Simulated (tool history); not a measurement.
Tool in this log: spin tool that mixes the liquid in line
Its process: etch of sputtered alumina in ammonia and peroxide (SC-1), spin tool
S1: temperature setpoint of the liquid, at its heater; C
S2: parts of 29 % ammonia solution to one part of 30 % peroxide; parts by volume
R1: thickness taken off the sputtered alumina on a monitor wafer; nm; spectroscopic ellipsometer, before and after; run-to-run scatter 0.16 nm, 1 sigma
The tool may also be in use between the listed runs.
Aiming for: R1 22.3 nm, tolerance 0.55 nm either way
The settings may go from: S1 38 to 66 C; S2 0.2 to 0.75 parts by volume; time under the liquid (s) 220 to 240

{"run": 1, "day": 0.0, "S1": 50, "S2": 0.45, "time under the liquid (s)": 220, "R1": 14.842}
{"run": 2, "day": 0.117, "S1": 50, "S2": 0.35, "time under the liquid (s)": 220, "R1": 14.679}
{"run": 3, "day": 0.45, "S1": 52.5, "S2": 0.35, "time under the liquid (s)": 220, "R1": 16.991}
{"run": 4, "day": 0.6, "S1": 52.5, "S2": 0.35, "time under the liquid (s)": 240, "R1": 18.579}
{"run": 5, "day": 0.804, "S1": 48.5, "S2": 0.35, "time under the liquid (s)": 240, "R1": 14.729}
{"run": 6, "day": 0.833, "S1": 50.5, "S2": 0.35, "time under the liquid (s)": 240, "R1": 16.559}
{"run": 7, "day": 1.133, "S1": 52, "S2": 0.35, "time under the liquid (s)": 240, "R1": 17.905}
{"run": 8, "day": 1.221, "S1": 53, "S2": 0.35, "time under the liquid (s)": 240, "R1": 18.984}
{"run": 9, "day": 1.25, "S1": 54, "S2": 0.35, "time under the liquid (s)": 240, "R1": 19.955}
{"run": 10, "day": 1.425, "S1": 54.5, "S2": 0.35, "time under the liquid (s)": 240, "R1": 20.611}
{"run": 11, "day": 1.8, "S1": 55, "S2": 0.35, "time under the liquid (s)": 240, "R1": 21.059}
{"run": 12, "day": 1.942, "S1": 55.5, "S2": 0.35, "time under the liquid (s)": 240, "R1": 21.43}

Which of these 5 next moves meets every target?
{"run": "A", "day": 2.083, "S1": 56, "S2": 0.2, "time under the liquid (s)": 240, "R1": "?"}
{"run": "B", "day": 2.083, "S1": 55.5, "S2": 0.4, "time under the liquid (s)": 220, "R1": "?"}
{"run": "C", "day": 2.083, "S1": 57.5, "S2": 0.4, "time under the liquid (s)": 240, "R1": "?"}
{"run": "D", "day": 2.083, "S1": 57, "S2": 0.2, "time under the liquid (s)": 240, "R1": "?"}
{"run": "E", "day": 2.083, "S1": 57, "S2": 0.35, "time under the liquid (s)": 240, "R1": "?"}

move=A R1=21.253
move=B R1=20.265
move=C R1=24.56
move=D R1=22.402
move=E R1=23.625
A: its largest miss is bigger than the last run's
B: its largest miss is bigger than the last run's
C: takes the biggest miss from the last run beyond its target
D: meets every target
E: takes the biggest miss from the last run beyond its target
Go with D: it meets all targets.
